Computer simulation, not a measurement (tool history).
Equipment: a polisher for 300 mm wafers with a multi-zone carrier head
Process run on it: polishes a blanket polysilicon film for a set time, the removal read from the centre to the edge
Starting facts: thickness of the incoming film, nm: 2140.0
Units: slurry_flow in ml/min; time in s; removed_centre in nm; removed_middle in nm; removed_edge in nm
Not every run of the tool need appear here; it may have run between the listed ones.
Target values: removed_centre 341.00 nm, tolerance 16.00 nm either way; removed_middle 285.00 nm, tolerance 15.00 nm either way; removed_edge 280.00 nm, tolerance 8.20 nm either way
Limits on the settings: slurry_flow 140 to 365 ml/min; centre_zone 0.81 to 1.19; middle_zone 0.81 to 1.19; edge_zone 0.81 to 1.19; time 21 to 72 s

| run | hour | slurry_flow | centre_zone | middle_zone | edge_zone | time | removed_centre | removed_middle | removed_edge |
|---|---|---|---|---|---|---|---|---|---|
| 1 | 0.0 | 235 | 1.00 | 1.00 | 1.00 | 46 | 329.66 | 325.69 | 327.74 |
| 2 | 3.9 | 235 | 0.97 | 1.00 | 1.00 | 46 | 319.44 | 338.80 | 330.71 |
| 3 | 10.5 | 235 | 0.97 | 0.97 | 1.00 | 46 | 323.29 | 322.58 | 323.73 |
| 4 | 18.1 | 235 | 0.97 | 0.97 | 1.00 | 54 | 378.24 | 391.89 | 385.89 |
| 5 | 24.8 | 190 | 0.97 | 0.97 | 1.00 | 54 | 364.26 | 359.28 | 378.95 |
| 6 | 30.6 | 190 | 0.97 | 0.97 | 1.05 | 54 | 368.70 | 366.97 | 385.34 |
| 7 | 33.5 | 215 | 1.01 | 0.97 | 1.01 | 50 | 348.94 | 340.35 | 355.84 |
| 8 | 42.3 | 255 | 1.06 | 0.96 | 0.96 | 47 | 360.44 | 333.95 | 330.74 |
| 9 | 48.6 | 250 | 1.07 | 0.95 | 0.93 | 46 | 362.52 | 325.75 | 321.97 |
| 10 | 51.9 | 245 | 1.08 | 0.94 | 0.91 | 45 | 346.46 | 309.71 | 311.28 |
| 11 | 57.2 | 245 | 1.10 | 0.94 | 0.89 | 44 | 344.59 | 304.10 | 302.75 |
| 12 | 60.4 | 245 | 1.11 | 0.94 | 0.87 | 43 | 344.84 | 295.11 | 295.15 |
| 13 | 62.6 | 245 | 1.12 | 0.94 | 0.86 | 43 | 346.79 | 293.52 | 293.66 |
| 14 | 64.3 | 245 | 1.12 | 0.94 | 0.85 | 43 | 344.93 | 301.09 | 295.05 |

5 candidate next runs follow, results not yet known. Just one meets every target within its allowed miss. Identify it.
| A | 66.0 | 210 | 1.02 | 0.81 | 0.98 | 42 | ? | ? | ? |
| B | 66.0 | 190 | 1.08 | 0.93 | 0.86 | 46 | ? | ? | ? |
| C | 66.0 | 170 | 1.04 | 0.82 | 0.94 | 43 | ? | ? | ? |
| D | 66.0 | 325 | 1.15 | 1.07 | 0.81 | 39 | ? | ? | ? |
| E | 66.0 | 245 | 1.15 | 0.95 | 0.85 | 41 | ? | ? | ? |

| move | removed_centre | removed_middle | removed_edge |
|---|---|---|---|
| A | 298.21 | 251.48 | 292.95 |
| B | 340.24 | 303.79 | 304.05 |
| C | 299.29 | 251.00 | 288.31 |
| D | 331.44 | 310.00 | 265.96 |
| E | 336.60 | 285.85 | 277.49 |
A: misses by more than the last run did
B: misses by more than the last run did
C: misses by more than the last run did
D: takes the biggest miss from the last run beyond its target
E: hits every target within its allowed miss
E is the move that brings every result within its allowed miss.

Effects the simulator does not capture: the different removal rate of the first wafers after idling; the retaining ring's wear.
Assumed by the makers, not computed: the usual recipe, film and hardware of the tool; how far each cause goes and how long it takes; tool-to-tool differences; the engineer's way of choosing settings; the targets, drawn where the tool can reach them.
